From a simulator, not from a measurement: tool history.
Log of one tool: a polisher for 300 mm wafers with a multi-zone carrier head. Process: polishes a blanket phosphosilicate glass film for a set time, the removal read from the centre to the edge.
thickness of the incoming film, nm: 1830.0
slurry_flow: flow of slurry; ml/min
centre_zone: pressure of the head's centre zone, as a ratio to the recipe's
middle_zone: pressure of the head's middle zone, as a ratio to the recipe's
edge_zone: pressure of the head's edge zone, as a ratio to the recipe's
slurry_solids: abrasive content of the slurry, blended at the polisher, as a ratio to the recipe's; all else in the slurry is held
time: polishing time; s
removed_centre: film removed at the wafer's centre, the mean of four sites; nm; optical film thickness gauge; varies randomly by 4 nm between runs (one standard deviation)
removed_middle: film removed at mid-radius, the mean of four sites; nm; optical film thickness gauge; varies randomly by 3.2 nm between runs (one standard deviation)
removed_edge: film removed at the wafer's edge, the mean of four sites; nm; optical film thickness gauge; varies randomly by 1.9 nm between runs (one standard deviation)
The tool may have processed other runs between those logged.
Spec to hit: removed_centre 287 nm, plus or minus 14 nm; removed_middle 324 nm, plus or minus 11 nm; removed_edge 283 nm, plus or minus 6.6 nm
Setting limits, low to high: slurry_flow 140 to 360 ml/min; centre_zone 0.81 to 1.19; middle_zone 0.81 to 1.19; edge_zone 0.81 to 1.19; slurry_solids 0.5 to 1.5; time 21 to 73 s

run,day,slurry_flow,centre_zone,middle_zone,edge_zone,slurry_solids,time,removed_centre,removed_middle,removed_edge
1,0,230,1,1,1,1,47,395.01,407.17,402.42
2,0.229,230,0.99,1.01,0.98,0.95,47,390.61,391.85,395.96
3,0.6,230,0.99,1.01,0.98,0.95,52,438.27,436,431.9
4,0.725,230,0.99,0.97,0.98,0.95,52,430.78,418.42,434.39
5,1.092,230,0.98,1,0.97,0.9,51,411.27,417.37,417.1
6,1.112,230,0.98,1.01,0.96,0.85,50,388.09,398.03,391.04
7,1.204,230,0.98,1.02,0.94,0.8,50,367.87,391.45,373.19
8,1.258,225,0.98,1.02,0.92,0.75,50,361.55,373.08,356.89
9,1.458,220,0.97,1.03,0.91,0.7,50,339,364.64,338.49
10,1.771,215,0.97,1.03,0.9,0.7,50,342.23,367.82,338.7
11,1.833,210,0.93,1.05,0.82,0.5,47,247.91,278.09,248.6
12,2.029,275,0.98,1.11,0.92,0.5,47,279.17,306.9,266.99
13,2.283,275,0.98,1.11,0.93,0.5,47,266.43,307.97,269.84
# day 2.658: worn pad replaced by a new one
14,2.658,275,0.99,1.11,0.93,0.5,47,318.46,337.74,301.17
15,2.917,280,0.97,1.12,0.93,0.5,47,306.46,343.79,303.56
16,3.267,275,0.97,1.12,0.93,0.5,47,303.9,340.13,300.25

Consider the 4 candidate settings below. Which is the only one whose results all fall within their allowed miss of target?
A,3.617,285,0.96,1.1,0.9,0.5,45,?,?,?
B,3.617,320,0.99,1.05,1.07,0.5,46,?,?,?
C,3.617,265,0.93,1.01,1.07,0.6,44,?,?,?
D,3.617,290,1.07,1.08,0.83,0.5,46,?,?,?

move,removed_centre,removed_middle,removed_edge
A,290.87,330.56,286.11
B,310.14,328.43,320.77
C,306.66,334.58,339.41
D,330.68,333.1,282.47
A: all results land within tolerance of their targets
B: the biggest miss grows against the last run
C: the biggest miss grows against the last run
D: brings the result that was furthest off to its target, and leaves another outside
The move that meets every target is A.

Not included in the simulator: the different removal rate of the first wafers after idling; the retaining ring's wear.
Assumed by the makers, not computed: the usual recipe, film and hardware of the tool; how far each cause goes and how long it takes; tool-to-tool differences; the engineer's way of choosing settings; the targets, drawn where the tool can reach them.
